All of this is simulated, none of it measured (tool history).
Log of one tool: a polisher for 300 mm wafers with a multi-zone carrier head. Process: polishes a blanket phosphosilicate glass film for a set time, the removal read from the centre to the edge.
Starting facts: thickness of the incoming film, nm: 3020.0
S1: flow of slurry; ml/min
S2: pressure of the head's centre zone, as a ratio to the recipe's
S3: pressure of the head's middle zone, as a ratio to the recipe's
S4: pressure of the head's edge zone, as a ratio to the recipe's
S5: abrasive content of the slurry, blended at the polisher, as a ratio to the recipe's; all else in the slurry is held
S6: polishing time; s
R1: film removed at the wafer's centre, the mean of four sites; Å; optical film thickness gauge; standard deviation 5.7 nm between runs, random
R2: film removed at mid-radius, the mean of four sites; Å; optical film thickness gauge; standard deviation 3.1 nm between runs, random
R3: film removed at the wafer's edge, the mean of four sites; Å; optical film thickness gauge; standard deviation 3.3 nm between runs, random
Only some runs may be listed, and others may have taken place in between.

run 1 hour=0 | S1=215 S2=1 S3=1 S4=1 S5=1 S6=38 | R1=3103 R2=3243.3 R3=3246.6
run 2 hour=7.5 | S1=215 S2=1.06 S3=1 S4=1 S5=1 S6=38 | R1=3349.4 R2=3305.3 R3=3186.5
run 3 hour=14.4 | S1=225 S2=1.09 S3=1.02 S4=1.01 S5=1 S6=38 | R1=3495.3 R2=3343.8 R3=3286.2
run 4 hour=21.5 | S1=225 S2=1.09 S3=1.02 S4=0.94 S5=1 S6=38 | R1=3494.6 R2=3331.8 R3=3123.4
run 5 hour=28.2 | S1=235 S2=1.11 S3=1.05 S4=0.93 S5=1 S6=38 | R1=3600.8 R2=3462.8 R3=3197.6
run 6 hour=36.6 | S1=245 S2=1.13 S3=1.07 S4=0.91 S5=1 S6=38 | R1=3767.6 R2=3516.9 R3=3146.7
run 7 hour=39 | S1=255 S2=1.14 S3=1.09 S4=0.91 S5=1 S6=38 | R1=3733.3 R2=3593.8 R3=3136
run 8 hour=40.8 | S1=260 S2=1.15 S3=1.1 S4=0.9 S5=1.05 S6=38 | R1=3892.4 R2=3702.7 R3=3146.3

Forecast run 9:
run 9 hour=47.4 | S1=260 S2=1.16 S3=1.11 S4=0.91 S5=1.05 S6=38 | R1=? R2=? R3=?

Run 9 came out at R1 3892.6 Å, R2 3732.3 Å, R3 3170 Å.
